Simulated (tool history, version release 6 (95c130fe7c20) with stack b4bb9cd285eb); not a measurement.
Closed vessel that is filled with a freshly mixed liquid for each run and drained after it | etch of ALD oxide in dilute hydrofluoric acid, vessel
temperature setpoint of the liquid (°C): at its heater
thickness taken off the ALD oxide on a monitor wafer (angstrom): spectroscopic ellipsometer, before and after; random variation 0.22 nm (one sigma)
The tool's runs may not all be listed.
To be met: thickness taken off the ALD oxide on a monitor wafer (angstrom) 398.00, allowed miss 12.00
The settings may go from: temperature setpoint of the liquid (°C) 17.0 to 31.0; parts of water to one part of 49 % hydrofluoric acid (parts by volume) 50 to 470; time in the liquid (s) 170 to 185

| run | hour | temperature setpoint of the liquid (°C) | parts of water to one part of 49 % hydrofluoric acid (parts by volume) | time in the liquid (s) | thickness taken off the ALD oxide on a monitor wafer (angstrom) |
|---|---|---|---|---|---|
| 1 | 0.0 | 23.0 | 260 | 170 | 181.79 |
| 2 | 3.5 | 24.0 | 245 | 170 | 203.58 |
| 3 | 6.7 | 25.0 | 235 | 170 | 223.25 |
| 4 | 15.3 | 25.5 | 225 | 170 | 240.02 |
| 5 | 20.2 | 23.5 | 225 | 170 | 221.57 |
| 6 | 21.4 | 20.5 | 225 | 170 | 199.16 |
| 7 | 25.3 | 21.5 | 215 | 170 | 218.48 |
| 8 | 28.5 | 22.5 | 210 | 170 | 232.97 |
| 9 | 31.5 | 23.5 | 205 | 170 | 249.58 |

Which of these 4 next moves meets every target?
| A | 34.5 | 23.0 | 155 | 185 | ? |
| B | 34.5 | 24.5 | 145 | 185 | ? |
| C | 34.5 | 25.0 | 200 | 185 | ? |
| D | 34.5 | 24.5 | 155 | 185 | ? |

| move | thickness taken off the ALD oxide on a monitor wafer (angstrom) |
|---|---|
| A | 370.06 |
| B | 423.77 |
| C | 294.15 |
| D | 391.88 |
A: nearer than the last run, and not there yet
B: takes the result that was furthest off past its target
C: nearer than the last run, and not there yet
D: meets every target
Move D is the one to make.
